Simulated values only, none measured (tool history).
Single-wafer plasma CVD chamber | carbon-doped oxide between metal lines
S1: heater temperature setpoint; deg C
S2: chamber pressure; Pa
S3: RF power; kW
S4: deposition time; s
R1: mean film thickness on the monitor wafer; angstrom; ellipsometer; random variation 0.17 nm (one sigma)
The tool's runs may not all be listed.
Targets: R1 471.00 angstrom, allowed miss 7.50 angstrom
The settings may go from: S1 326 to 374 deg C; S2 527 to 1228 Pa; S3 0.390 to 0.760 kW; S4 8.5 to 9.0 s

run 1 hour=0.0 | S1=350 S2=877 S3=0.575 S4=9.0 | R1=564.26
run 2 hour=9.0 | S1=354 S2=841 S3=0.540 S4=9.0 | R1=533.97
run 3 hour=14.2 | S1=346 S2=841 S3=0.540 S4=9.0 | R1=545.28
run 4 hour=23.2 | S1=356 S2=841 S3=0.540 S4=9.0 | R1=531.81
run 5 hour=28.6 | S1=356 S2=897 S3=0.540 S4=9.0 | R1=532.24
run 6 hour=32.3 | S1=359 S2=887 S3=0.520 S4=9.0 | R1=515.23
run 7 hour=34.3 | S1=361 S2=875 S3=0.505 S4=9.0 | R1=502.55
run 8 hour=42.1 | S1=361 S2=875 S3=0.505 S4=9.0 | R1=502.85
run 9 hour=50.9 | S1=363 S2=863 S3=0.495 S4=9.0 | R1=491.39

Which of these 5 next moves meets every target?
run A hour=59.7 | S1=369 S2=768 S3=0.510 S4=8.9 | R1=?
run B hour=59.7 | S1=356 S2=935 S3=0.515 S4=8.8 | R1=?
run C hour=59.7 | S1=373 S2=953 S3=0.505 S4=8.9 | R1=?
run D hour=59.7 | S1=355 S2=1095 S3=0.480 S4=8.5 | R1=?
run E hour=59.7 | S1=360 S2=845 S3=0.520 S4=8.7 | R1=?

move=A R1=486.16
move=B R1=508.12
move=C R1=487.68
move=D R1=473.23
move=E R1=496.98
A: nearer than the last run, and not there yet
B: further off than the last run
C: nearer than the last run, and not there yet
D: meets every target
E: further off than the last run
Answer: D
